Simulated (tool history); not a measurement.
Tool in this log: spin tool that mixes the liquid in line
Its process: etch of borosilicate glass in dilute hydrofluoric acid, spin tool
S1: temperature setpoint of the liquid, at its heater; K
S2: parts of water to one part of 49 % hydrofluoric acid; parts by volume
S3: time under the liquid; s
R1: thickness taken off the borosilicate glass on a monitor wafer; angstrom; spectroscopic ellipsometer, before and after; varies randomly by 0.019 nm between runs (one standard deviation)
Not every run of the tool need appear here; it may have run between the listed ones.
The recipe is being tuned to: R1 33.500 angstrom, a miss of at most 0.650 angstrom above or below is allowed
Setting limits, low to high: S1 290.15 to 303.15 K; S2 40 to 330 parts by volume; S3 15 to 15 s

run,hour,S1,S2,S3,R1
1,0.0,295.15,185,15,18.941
2,3.2,295.15,225,15,14.686
3,6.8,296.15,215,15,16.316
4,10.8,296.15,215,15,16.517
5,19.6,297.15,205,15,18.071
6,25.2,297.15,175,15,21.718
7,34.0,298.15,170,15,23.334
8,34.8,298.65,165,15,24.842

Exercise: of the 4 proposed moves below, exactly one satisfies all targets within the stated allowed misses. Which move is it?
A,35.6,296.65,140,15,?
B,35.6,300.15,145,15,?
C,35.6,299.15,140,15,?
D,35.6,294.65,110,15,?

move,R1
A,27.722
B,30.387
C,30.501
D,33.741
A: moves toward the targets from the last run without getting all of them in spec
B: moves toward the targets from the last run without getting all of them in spec
C: moves toward the targets from the last run without getting all of them in spec
D: in spec on every target
Correct choice: D, which meets every target
